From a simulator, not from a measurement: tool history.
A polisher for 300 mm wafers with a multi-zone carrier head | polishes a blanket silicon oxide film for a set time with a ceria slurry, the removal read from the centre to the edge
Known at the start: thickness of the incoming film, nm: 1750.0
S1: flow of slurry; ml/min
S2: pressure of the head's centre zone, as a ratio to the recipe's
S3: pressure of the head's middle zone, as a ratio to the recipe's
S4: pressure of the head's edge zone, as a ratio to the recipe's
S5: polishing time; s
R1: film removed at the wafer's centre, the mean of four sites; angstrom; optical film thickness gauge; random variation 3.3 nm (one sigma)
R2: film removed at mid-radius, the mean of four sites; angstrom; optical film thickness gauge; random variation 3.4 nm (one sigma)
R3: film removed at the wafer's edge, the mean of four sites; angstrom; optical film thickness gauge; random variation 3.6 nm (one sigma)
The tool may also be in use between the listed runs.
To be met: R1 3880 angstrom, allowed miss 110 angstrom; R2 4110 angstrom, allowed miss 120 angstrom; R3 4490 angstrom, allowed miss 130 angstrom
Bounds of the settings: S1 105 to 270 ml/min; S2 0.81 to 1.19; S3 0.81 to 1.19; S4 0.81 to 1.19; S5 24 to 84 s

| run | hour | S1 | S2 | S3 | S4 | S5 | R1 | R2 | R3 |
|---|---|---|---|---|---|---|---|---|---|
| 1 | 0 | 175 | 1 | 1 | 1 | 54 | 3997.9 | 3816 | 3737.9 |
| 2 | 7.9 | 180 | 0.97 | 1 | 1.05 | 55 | 3955.5 | 3907.3 | 3903.8 |
| 3 | 15.8 | 145 | 0.97 | 1 | 1.05 | 55 | 3770.6 | 3734.2 | 3798.8 |
| 4 | 16.7 | 145 | 0.97 | 1 | 1.05 | 60 | 4115.9 | 4093.5 | 4202.7 |
| 5 | 17.9 | 145 | 0.92 | 1 | 1.05 | 60 | 3877.8 | 4121.7 | 4155.4 |
| 6 | 26.8 | 145 | 0.92 | 1.04 | 1.05 | 60 | 3967.2 | 4198.8 | 4161.7 |
| 7 | 32 | 145 | 0.92 | 1.04 | 1.05 | 60 | 3920.9 | 4142.8 | 4134.6 |
| 8 | 40 | 145 | 0.92 | 1.02 | 1.08 | 60 | 3910.1 | 4154.1 | 4209 |
| 9 | 47.1 | 145 | 0.92 | 1 | 1.11 | 60 | 3919.8 | 4066.3 | 4217.4 |

5 next moves are on the table. One of them brings every result within its allowed miss. Which?
| A | 54.2 | 130 | 0.96 | 1.11 | 1.07 | 59 | ? | ? | ? |
| B | 54.2 | 150 | 0.88 | 0.97 | 1.15 | 62 | ? | ? | ? |
| C | 54.2 | 170 | 0.97 | 1.01 | 1.06 | 55 | ? | ? | ? |
| D | 54.2 | 170 | 0.93 | 1.05 | 0.99 | 57 | ? | ? | ? |
| E | 54.2 | 140 | 0.99 | 1.03 | 1.14 | 58 | ? | ? | ? |

| move | R1 | R2 | R3 |
|---|---|---|---|
| A | 3870.7 | 4292.5 | 4019.1 |
| B | 3867.5 | 4162 | 4488.6 |
| C | 3894.6 | 3915.6 | 3895 |
| D | 3869.6 | 4195.2 | 3907.5 |
| E | 4004.8 | 4030.5 | 4131.6 |
A: further off than the last run
B: meets every target
C: further off than the last run
D: further off than the last run
E: further off than the last run
Move B is the one to make.
